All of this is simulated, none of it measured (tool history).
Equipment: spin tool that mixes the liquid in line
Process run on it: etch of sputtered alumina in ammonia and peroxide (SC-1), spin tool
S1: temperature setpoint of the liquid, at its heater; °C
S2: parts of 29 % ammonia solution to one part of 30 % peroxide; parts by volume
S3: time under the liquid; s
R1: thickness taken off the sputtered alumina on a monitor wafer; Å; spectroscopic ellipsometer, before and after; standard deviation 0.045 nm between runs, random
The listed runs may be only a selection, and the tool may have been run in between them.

run  hour    S1   S2  S3      R1
  1     0    60  0.6  40  44.207
  2   1.6  63.5  0.6  40  53.748
  3     4    64  0.6  40  54.739
  4     5    70  0.6  40  74.347
  5   6.8    70  0.7  40  75.968
  6  15.7    70  0.7  40  75.177

The next listed run, before its measurement:
  7  22.8  69.5  0.7  40   ?

R1: 72.84 Å

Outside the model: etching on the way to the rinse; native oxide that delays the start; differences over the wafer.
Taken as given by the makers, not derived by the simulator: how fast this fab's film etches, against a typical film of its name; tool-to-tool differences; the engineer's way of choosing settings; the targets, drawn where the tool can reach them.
